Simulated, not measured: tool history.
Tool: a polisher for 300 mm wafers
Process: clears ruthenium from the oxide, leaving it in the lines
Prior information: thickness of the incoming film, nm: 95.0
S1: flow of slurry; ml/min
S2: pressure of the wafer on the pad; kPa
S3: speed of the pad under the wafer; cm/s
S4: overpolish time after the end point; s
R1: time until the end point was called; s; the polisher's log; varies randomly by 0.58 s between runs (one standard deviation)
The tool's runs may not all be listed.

{"run": 1, "day": 0.0, "S1": 280, "S2": 14.5, "S3": 112, "S4": 14, "R1": 78.182}
{"run": 2, "day": 0.071, "S1": 280, "S2": 16.5, "S3": 118, "S4": 14, "R1": 62.442}
{"run": 3, "day": 0.192, "S1": 280, "S2": 16.5, "S3": 118, "S4": 11, "R1": 64.679}
{"run": 4, "day": 0.471, "S1": 280, "S2": 19.3, "S3": 118, "S4": 11, "R1": 54.717}
{"run": 5, "day": 0.771, "S1": 280, "S2": 20.0, "S3": 124, "S4": 11, "R1": 50.024}
{"day": 1.129, "done": "worn pad replaced by a new one"}
{"run": 6, "day": 1.129, "S1": 280, "S2": 20.7, "S3": 128, "S4": 11, "R1": 45.356}
{"run": 7, "day": 1.238, "S1": 280, "S2": 20.7, "S3": 128, "S4": 11, "R1": 43.869}

For run 8, what comes out?
{"run": 8, "day": 1.462, "S1": 280, "S2": 21.4, "S3": 128, "S4": 11, "R1": "?"}

Logged for run 8: R1 44.555 s.
